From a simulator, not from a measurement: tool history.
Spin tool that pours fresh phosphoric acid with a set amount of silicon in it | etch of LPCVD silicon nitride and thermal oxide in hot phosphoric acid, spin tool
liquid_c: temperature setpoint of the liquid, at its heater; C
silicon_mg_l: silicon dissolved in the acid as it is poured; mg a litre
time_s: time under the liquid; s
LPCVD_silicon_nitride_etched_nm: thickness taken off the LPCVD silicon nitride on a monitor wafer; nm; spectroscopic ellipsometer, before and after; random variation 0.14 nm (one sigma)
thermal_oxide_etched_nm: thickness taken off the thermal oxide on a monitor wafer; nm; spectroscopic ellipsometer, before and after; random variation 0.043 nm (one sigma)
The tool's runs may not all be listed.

run,day,liquid_c,silicon_mg_l,time_s,LPCVD_silicon_nitride_etched_nm,thermal_oxide_etched_nm
1,0,161,10,180,13.925,0.44108
2,0.071,161,6,180,14.158,0.30631
3,0.354,161,6,105,8.2301,0.25646
4,0.446,162,6,130,10.478,0.34116
5,0.521,162,1,130,10.447,0.33801
6,0.771,162,1,150,12.127,0.34782
7,0.971,162.5,0.5,160,12.998,0.43333
# day 1.175: heated supply line repaired
8,1.175,162.5,0.5,175,15.649,0.5569

Run 9 comes next. What will it give?
9,1.258,162,0.5,180,?,?

{"run 9": {"LPCVD_silicon_nitride_etched_nm": 15.873, "thermal_oxide_etched_nm": 0.60851}}
